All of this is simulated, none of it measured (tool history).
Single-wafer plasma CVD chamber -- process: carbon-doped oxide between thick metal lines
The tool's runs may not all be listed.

run    day  heater temperature setpoint (°C)  chamber pressure (Torr)  RF power (kW)  deposition time (s)  mean film thickness on the monitor wafer (angstrom)
  1  0.000                               340                     5.79          0.400                  143                                               5558.1
  2  0.183                               340                     5.79          0.400                  137                                               5363.9
  3  0.262                               342                     5.51          0.385                  137                                               5120.0
  4  0.429                               345                     5.20          0.380                  137                                               4953.8
  5  0.508                               347                     5.01          0.380                  137                                               4921.5
  6  0.654                               347                     5.01          0.380                  143                                               5082.3
  7  0.742                               349                     4.74          0.375                  143                                               4943.4

Predict the results of run 8:
  8  0.912                               351                     4.53          0.370                  143                                                    ?

{"run 8": {"mean film thickness on the monitor wafer (angstrom)": 4847.4}}
